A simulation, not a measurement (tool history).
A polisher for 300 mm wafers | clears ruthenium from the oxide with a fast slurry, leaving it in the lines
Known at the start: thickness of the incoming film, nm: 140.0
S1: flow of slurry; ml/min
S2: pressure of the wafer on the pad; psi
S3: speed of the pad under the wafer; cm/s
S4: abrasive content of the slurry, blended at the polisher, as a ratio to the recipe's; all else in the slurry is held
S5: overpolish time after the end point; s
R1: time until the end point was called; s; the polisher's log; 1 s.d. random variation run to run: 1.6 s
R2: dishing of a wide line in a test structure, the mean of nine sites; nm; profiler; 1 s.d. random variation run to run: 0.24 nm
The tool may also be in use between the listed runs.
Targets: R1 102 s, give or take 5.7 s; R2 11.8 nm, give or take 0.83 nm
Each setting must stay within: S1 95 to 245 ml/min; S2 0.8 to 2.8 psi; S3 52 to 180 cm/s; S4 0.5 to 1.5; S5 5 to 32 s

run,hour,S1,S2,S3,S4,S5,R1,R2
1,0,155,1.8,116,1,16,48.731,35.1
2,3.8,155,1.8,134,1,16,42.975,39.407
3,8.1,155,1.6,134,1,16,46.139,37.717
4,8.7,155,1.5,120,1,14,55.36,28.031
5,16.3,155,1.4,112,1,13,62.469,24.296
6,24.2,155,1.3,106,1,12,69.423,19.871
7,31.2,155,1.2,102,1,11,77.29,16.862
8,32,155,1.1,100,1,11,79.997,15.407
9,38.1,155,1,98,1,11,89.749,14.538
10,46.4,155,0.8,96,1,8,105.48,9.2342
11,54.6,155,0.8,96,1,8,108.23,9.1245

Exercise: of the 5 proposed moves below, exactly one satisfies all targets within the stated allowed misses. Which move is it?
A,62.8,130,0.9,80,1,10,?,?
B,62.8,195,0.8,92,0.95,10,?,?
C,62.8,190,0.9,94,0.8,10,?,?
D,62.8,100,1,102,0.85,12,?,?
E,62.8,165,1,76,1.15,10,?,?

move,R1,R2
A,120.97,10.214
B,111.82,11.015
C,117.25,10.525
D,105.67,13.831
E,104.62,11.74
A: roughly where the last run was
B: corrects the largest miss of the last run, while another result sits out of spec
C: an improvement on the last run, though not all results are within tolerance
D: takes the biggest miss from the last run beyond its target
E: meets every target
Answer: E
